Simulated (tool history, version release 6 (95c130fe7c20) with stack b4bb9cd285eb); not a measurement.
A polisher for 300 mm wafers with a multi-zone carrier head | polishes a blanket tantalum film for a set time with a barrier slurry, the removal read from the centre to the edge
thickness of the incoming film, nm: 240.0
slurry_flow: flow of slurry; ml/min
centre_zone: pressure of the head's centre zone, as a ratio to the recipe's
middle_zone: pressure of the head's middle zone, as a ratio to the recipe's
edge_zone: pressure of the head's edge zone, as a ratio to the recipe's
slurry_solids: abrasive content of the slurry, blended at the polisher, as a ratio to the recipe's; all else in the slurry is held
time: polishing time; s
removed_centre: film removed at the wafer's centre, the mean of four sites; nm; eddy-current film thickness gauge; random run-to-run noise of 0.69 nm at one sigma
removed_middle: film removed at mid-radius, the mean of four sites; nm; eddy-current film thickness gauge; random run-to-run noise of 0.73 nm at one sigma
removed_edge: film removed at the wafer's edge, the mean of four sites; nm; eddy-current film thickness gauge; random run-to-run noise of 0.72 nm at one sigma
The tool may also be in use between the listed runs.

run 1 hour=0 | slurry_flow=170 centre_zone=1 middle_zone=1 edge_zone=1 slurry_solids=1 time=40 | removed_centre=66.982 removed_middle=68.655 removed_edge=67.735
run 2 hour=5.5 | slurry_flow=170 centre_zone=1 middle_zone=1 edge_zone=1 slurry_solids=0.85 time=40 | removed_centre=64.747 removed_middle=64.965 removed_edge=63.137
run 3 hour=12.5 | slurry_flow=170 centre_zone=0.93 middle_zone=1 edge_zone=1 slurry_solids=0.85 time=40 | removed_centre=60.46 removed_middle=64.065 removed_edge=63.195
run 4 hour=18.4 | slurry_flow=160 centre_zone=0.91 middle_zone=0.98 edge_zone=0.99 slurry_solids=0.8 time=40 | removed_centre=56.61 removed_middle=60.978 removed_edge=62.95
run 5 hour=22.9 | slurry_flow=160 centre_zone=0.91 middle_zone=0.98 edge_zone=0.98 slurry_solids=0.75 time=40 | removed_centre=55.192 removed_middle=59.377 removed_edge=59.314
run 6 hour=26 | slurry_flow=155 centre_zone=0.91 middle_zone=0.97 edge_zone=0.97 slurry_solids=0.75 time=40 | removed_centre=54.56 removed_middle=58.918 removed_edge=59.862

Expected results for the next run?
run 7 hour=33 | slurry_flow=150 centre_zone=0.92 middle_zone=0.96 edge_zone=0.96 slurry_solids=0.75 time=40 | removed_centre=? removed_middle=? removed_edge=?

removed_centre: 54.859 nm
removed_middle: 57.487 nm
removed_edge: 57.551 nm
